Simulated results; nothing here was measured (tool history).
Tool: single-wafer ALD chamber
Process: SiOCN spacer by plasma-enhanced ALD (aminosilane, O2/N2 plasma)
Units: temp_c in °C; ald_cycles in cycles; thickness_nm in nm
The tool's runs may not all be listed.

run	day	temp_c	ald_cycles	thickness_nm
1	0.000	390	56	3.4966
2	0.138	390	60	3.7355
3	0.362	397	60	3.7294
4	0.642	397	62	3.8877
5	0.671	406	62	3.7767
6	0.738	405	64	3.9182

The next listed run, before its measurement:
7	0.817	404	66	?

Run 7 gave thickness_nm 4.0136 nm.
